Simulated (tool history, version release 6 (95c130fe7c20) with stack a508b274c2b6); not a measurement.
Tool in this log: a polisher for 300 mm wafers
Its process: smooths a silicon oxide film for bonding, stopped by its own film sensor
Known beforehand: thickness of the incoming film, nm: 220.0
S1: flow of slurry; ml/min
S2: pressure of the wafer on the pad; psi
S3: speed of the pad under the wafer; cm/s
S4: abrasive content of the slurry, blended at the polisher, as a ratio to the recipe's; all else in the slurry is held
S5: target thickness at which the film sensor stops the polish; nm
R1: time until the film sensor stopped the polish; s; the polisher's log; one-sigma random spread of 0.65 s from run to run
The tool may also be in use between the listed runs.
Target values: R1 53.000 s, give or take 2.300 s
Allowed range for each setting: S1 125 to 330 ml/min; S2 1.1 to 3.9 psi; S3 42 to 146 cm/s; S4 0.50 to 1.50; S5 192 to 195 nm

run 1 day=0.000 | S1=210 S2=2.5 S3=94 S4=1.00 S5=192 | R1=29.330
run 2 day=0.292 | S1=210 S2=2.2 S3=94 S4=1.00 S5=192 | R1=32.419
run 3 day=0.438 | S1=210 S2=2.5 S3=94 S4=1.00 S5=192 | R1=29.789
run 4 day=0.475 | S1=210 S2=2.5 S3=102 S4=1.00 S5=192 | R1=27.254
run 5 day=0.821 | S1=210 S2=2.2 S3=98 S4=1.00 S5=192 | R1=31.810
run 6 day=1.117 | S1=210 S2=2.2 S3=80 S4=1.00 S5=192 | R1=37.020
run 7 day=1.142 | S1=210 S2=2.0 S3=80 S4=1.00 S5=192 | R1=39.403
run 8 day=1.488 | S1=210 S2=1.3 S3=76 S4=1.00 S5=192 | R1=60.552
run 9 day=1.738 | S1=210 S2=1.4 S3=76 S4=1.00 S5=192 | R1=58.677
run 10 day=1.933 | S1=210 S2=1.4 S3=76 S4=1.00 S5=192 | R1=56.492

Exactly one of the 4 candidate moves below puts every result within its allowed miss. Which one?
run A day=2.129 | S1=260 S2=1.3 S3=108 S4=0.65 S5=192 | R1=?
run B day=2.129 | S1=215 S2=1.7 S3=50 S4=1.30 S5=192 | R1=?
run C day=2.129 | S1=190 S2=1.5 S3=56 S4=1.05 S5=195 | R1=?
run D day=2.129 | S1=200 S2=1.3 S3=74 S4=1.10 S5=192 | R1=?

move=A R1=51.852
move=B R1=60.523
move=C R1=60.263
move=D R1=61.118
A: meets every target
B: misses by more than the last run did
C: misses by more than the last run did
D: misses by more than the last run did
So the answer is move A, the one that meets all the targets.

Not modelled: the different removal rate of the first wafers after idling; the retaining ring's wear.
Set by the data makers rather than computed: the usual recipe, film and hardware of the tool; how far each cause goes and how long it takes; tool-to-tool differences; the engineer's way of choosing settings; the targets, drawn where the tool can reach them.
